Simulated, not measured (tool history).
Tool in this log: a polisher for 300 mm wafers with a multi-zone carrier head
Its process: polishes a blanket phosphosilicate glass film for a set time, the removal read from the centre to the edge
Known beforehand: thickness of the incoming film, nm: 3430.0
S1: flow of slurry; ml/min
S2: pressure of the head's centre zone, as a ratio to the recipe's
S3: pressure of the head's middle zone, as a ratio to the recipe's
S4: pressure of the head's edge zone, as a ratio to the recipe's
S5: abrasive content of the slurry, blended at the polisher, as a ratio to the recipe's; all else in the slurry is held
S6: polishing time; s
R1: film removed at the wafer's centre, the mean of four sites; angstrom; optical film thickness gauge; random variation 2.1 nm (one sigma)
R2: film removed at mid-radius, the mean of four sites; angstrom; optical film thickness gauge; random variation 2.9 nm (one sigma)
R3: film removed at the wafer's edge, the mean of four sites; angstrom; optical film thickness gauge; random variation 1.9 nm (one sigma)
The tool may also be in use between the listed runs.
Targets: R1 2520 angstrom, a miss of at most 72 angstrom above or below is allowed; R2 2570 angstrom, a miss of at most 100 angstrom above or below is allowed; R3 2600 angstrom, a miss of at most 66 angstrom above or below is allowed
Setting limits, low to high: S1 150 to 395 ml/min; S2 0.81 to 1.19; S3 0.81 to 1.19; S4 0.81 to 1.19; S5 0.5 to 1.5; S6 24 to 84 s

run 1 hour=0 | S1=250 S2=1 S3=1 S4=1 S5=1 S6=54 | R1=5090.4 R2=4999 R3=5021.5
run 2 hour=7.1 | S1=240 S2=0.97 S3=0.98 S4=0.96 S5=0.85 S6=49 | R1=4194.2 R2=4198.1 R3=4275.8
run 3 hour=15.2 | S1=240 S2=0.96 S3=0.98 S4=0.94 S5=0.75 S6=44 | R1=3598.4 R2=3594.6 R3=3581.2
run 4 hour=19.5 | S1=240 S2=0.96 S3=0.98 S4=0.94 S5=0.75 S6=56 | R1=4504.8 R2=4620.6 R3=4523.7
run 5 hour=23.6 | S1=240 S2=1.03 S3=0.98 S4=0.94 S5=0.75 S6=56 | R1=4805.1 R2=4562 R3=4592.9
run 6 hour=27.2 | S1=240 S2=0.99 S3=0.97 S4=0.92 S5=0.7 S6=50 | R1=4002.6 R2=3975.6 R3=3927.5
run 7 hour=29.1 | S1=235 S2=0.97 S3=0.95 S4=0.9 S5=0.65 S6=46 | R1=3504.6 R2=3434.5 R3=3438.7
run 8 hour=31.2 | S1=230 S2=0.94 S3=0.93 S4=0.88 S5=0.6 S6=44 | R1=3105.3 R2=3085.1 R3=3167.2
run 9 hour=37 | S1=235 S2=0.93 S3=0.93 S4=0.87 S5=0.55 S6=42 | R1=2873.5 R2=2927.9 R3=2925.5
run 10 hour=42.6 | S1=235 S2=0.92 S3=0.92 S4=0.86 S5=0.55 S6=41 | R1=2778.2 R2=2855.1 R3=2803.2
run 11 hour=49.5 | S1=230 S2=0.91 S3=0.9 S4=0.85 S5=0.55 S6=41 | R1=2723.6 R2=2716.4 R3=2768
run 12 hour=51.5 | S1=225 S2=0.9 S3=0.9 S4=0.84 S5=0.55 S6=41 | R1=2703.7 R2=2746.5 R3=2795.8
run 13 hour=53.6 | S1=230 S2=0.9 S3=0.89 S4=0.83 S5=0.55 S6=41 | R1=2702 R2=2725.5 R3=2755.5
run 14 hour=61.7 | S1=230 S2=0.89 S3=0.89 S4=0.83 S5=0.55 S6=41 | R1=2697.9 R2=2752.4 R3=2788.2
run 15 hour=70.5 | S1=225 S2=0.89 S3=0.89 S4=0.82 S5=0.55 S6=41 | R1=2640.3 R2=2695.5 R3=2794
run 16 hour=75.5 | S1=235 S2=0.89 S3=0.89 S4=0.82 S5=0.55 S6=41 | R1=2687 R2=2755.1 R3=2782.3
run 17 hour=81.1 | S1=225 S2=0.89 S3=0.89 S4=0.82 S5=0.55 S6=41 | R1=2696 R2=2712.3 R3=2735.8
run 18 hour=83.2 | S1=215 S2=0.88 S3=0.89 S4=0.82 S5=0.55 S6=41 | R1=2635.7 R2=2793.1 R3=2727.8
run 19 hour=85.3 | S1=210 S2=0.88 S3=0.88 S4=0.82 S5=0.55 S6=41 | R1=2660.1 R2=2696.1 R3=2768.5

Of the 4 settings listed for the next run, only one would bring every result within its allowed miss of target. Which one?
run A hour=87.4 | S1=155 S2=0.94 S3=0.94 S4=0.89 S5=0.6 S6=37 | R1=? R2=? R3=?
run B hour=87.4 | S1=215 S2=0.84 S3=0.91 S4=0.81 S5=0.7 S6=35 | R1=? R2=? R3=?
run C hour=87.4 | S1=265 S2=0.88 S3=0.99 S4=0.81 S5=0.6 S6=37 | R1=? R2=? R3=?
run D hour=87.4 | S1=345 S2=0.84 S3=0.91 S4=0.84 S5=0.85 S6=33 | R1=? R2=? R3=?

move=A R1=2537.1 R2=2583.6 R3=2601.1
move=B R1=2366.5 R2=2619.4 R3=2587
move=C R1=2512.9 R2=2839.6 R3=2599.3
move=D R1=2519.5 R2=2776.4 R3=2755
A: all results in spec
B: puts the biggest miss on target and leaves a different result outside tolerance
C: puts the biggest miss on target and leaves a different result outside tolerance
D: gains on the last run, yet a result remains outside its allowed miss
The move that meets every target is A.
